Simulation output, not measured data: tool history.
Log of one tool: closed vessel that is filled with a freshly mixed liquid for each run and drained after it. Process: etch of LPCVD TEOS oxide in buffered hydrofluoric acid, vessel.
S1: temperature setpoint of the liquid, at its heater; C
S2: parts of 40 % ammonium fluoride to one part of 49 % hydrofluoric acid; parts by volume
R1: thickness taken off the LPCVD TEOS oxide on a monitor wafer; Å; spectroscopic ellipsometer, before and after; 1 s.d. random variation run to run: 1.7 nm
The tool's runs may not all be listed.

Run 1, hour 0: S1 25 C, S2 10.5 parts by volume, time in the liquid (s) 85. Result: R1 1929.6 Å.
Run 2, hour 1.8: S1 23 C, S2 10.5 parts by volume, time in the liquid (s) 85. Result: R1 1738.5 Å.
Run 3, hour 4.4: S1 25 C, S2 10.5 parts by volume, time in the liquid (s) 85. Result: R1 1945.6 Å.
Run 4, hour 12.7: S1 25 C, S2 10.5 parts by volume, time in the liquid (s) 85. Result: R1 1925.6 Å.
Run 5, hour 15.1: S1 22 C, S2 10.5 parts by volume, time in the liquid (s) 85. Result: R1 1641.3 Å.
Run 6, hour 19.8: S1 24 C, S2 10.5 parts by volume, time in the liquid (s) 85. Result: R1 1829.5 Å.
Run 7, hour 21.9: S1 25.5 C, S2 10.5 parts by volume, time in the liquid (s) 85. Result: R1 1966.5 Å.
Run 8, hour 26.6: S1 26.5 C, S2 10.5 parts by volume, time in the liquid (s) 85. Result: R1 2075.4 Å.

For run 9, what comes out?
Run 9, hour 30.4: S1 30 C, S2 10.5 parts by volume, time in the liquid (s) 85. Result: R1 ?.

R1: 2525.6 Å

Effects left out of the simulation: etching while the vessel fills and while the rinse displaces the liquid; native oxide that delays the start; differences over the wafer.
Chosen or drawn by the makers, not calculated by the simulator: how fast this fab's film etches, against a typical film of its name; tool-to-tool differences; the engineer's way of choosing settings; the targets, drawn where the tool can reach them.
